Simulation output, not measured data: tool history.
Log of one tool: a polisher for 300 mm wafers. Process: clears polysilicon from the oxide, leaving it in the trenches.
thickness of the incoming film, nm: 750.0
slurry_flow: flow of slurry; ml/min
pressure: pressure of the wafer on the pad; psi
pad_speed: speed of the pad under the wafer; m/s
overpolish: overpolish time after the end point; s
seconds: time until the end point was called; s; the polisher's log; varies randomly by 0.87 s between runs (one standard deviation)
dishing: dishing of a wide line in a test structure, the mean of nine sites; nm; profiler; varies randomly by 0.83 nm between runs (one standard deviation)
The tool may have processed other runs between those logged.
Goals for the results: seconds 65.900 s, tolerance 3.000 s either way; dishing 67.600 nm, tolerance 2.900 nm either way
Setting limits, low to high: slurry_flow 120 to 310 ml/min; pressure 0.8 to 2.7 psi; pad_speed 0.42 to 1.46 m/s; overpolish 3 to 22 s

| run | day | slurry_flow | pressure | pad_speed | overpolish | seconds | dishing |
|---|---|---|---|---|---|---|---|
| 1 | 0.000 | 200 | 1.7 | 0.94 | 11 | 114.150 | 45.425 |
| 2 | 0.171 | 200 | 1.9 | 0.94 | 11 | 104.400 | 48.526 |
| 3 | 0.308 | 200 | 1.9 | 0.94 | 7 | 105.370 | 36.631 |
| 4 | 0.575 | 200 | 1.9 | 0.94 | 4 | 105.600 | 24.043 |
| 5 | 0.938 | 200 | 2.0 | 0.98 | 5 | 97.724 | 30.656 |
| 6 | 1.112 | 200 | 2.0 | 0.80 | 5 | 111.820 | 27.673 |
|  | 1.304 | worn pad replaced by a new one |
| 7 | 1.304 | 200 | 2.1 | 0.86 | 6 | 93.602 | 36.775 |
| 8 | 1.454 | 200 | 2.1 | 0.86 | 6 | 92.415 | 36.663 |
| 9 | 1.550 | 200 | 2.2 | 0.84 | 6 | 89.655 | 37.010 |
| 10 | 1.717 | 200 | 2.5 | 1.02 | 12 | 71.872 | 60.735 |
| 11 | 1.942 | 205 | 2.7 | 1.02 | 13 | 64.153 | 63.370 |

Exactly one of the 5 candidate moves below puts every result within its allowed miss. Which one?
| A | 2.167 | 215 | 2.7 | 1.06 | 9 | ? | ? |
| B | 2.167 | 240 | 2.7 | 0.96 | 19 | ? | ? |
| C | 2.167 | 210 | 2.7 | 1.04 | 10 | ? | ? |
| D | 2.167 | 235 | 2.5 | 1.10 | 11 | ? | ? |
| E | 2.167 | 205 | 2.7 | 1.18 | 9 | ? | ? |

| move | seconds | dishing |
|---|---|---|
| A | 63.816 | 56.686 |
| B | 67.844 | 67.727 |
| C | 64.908 | 58.618 |
| D | 65.940 | 60.246 |
| E | 59.155 | 58.351 |
A: moves away from the targets compared with the last run
B: every result within its allowed miss
C: moves away from the targets compared with the last run
D: moves away from the targets compared with the last run
E: moves away from the targets compared with the last run
Answer: B
